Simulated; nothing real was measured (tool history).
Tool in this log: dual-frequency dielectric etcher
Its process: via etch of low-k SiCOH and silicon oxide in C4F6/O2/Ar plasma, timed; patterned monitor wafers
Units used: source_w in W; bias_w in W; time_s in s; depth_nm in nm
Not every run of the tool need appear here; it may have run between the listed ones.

| run | day | source_w | bias_w | time_s | depth_nm |
|---|---|---|---|---|---|
| 1 | 0 | 380 | 185 | 27.5 | 58.445 |
| 2 | 0.033 | 420 | 192 | 27.5 | 61.57 |
| 3 | 0.238 | 360 | 192 | 27.5 | 57.874 |
| 4 | 0.525 | 400 | 199 | 27.5 | 61.244 |
| 5 | 0.654 | 430 | 203 | 27.5 | 63.155 |
| 6 | 0.95 | 430 | 203 | 27.5 | 62.507 |
| 7 | 0.971 | 460 | 209 | 27.5 | 64.712 |

Estimate the outcome of run 8 from the log above:
| 8 | 1.333 | 480 | 213 | 27.5 | ? |

{"run 8": {"depth_nm": 66.372}}
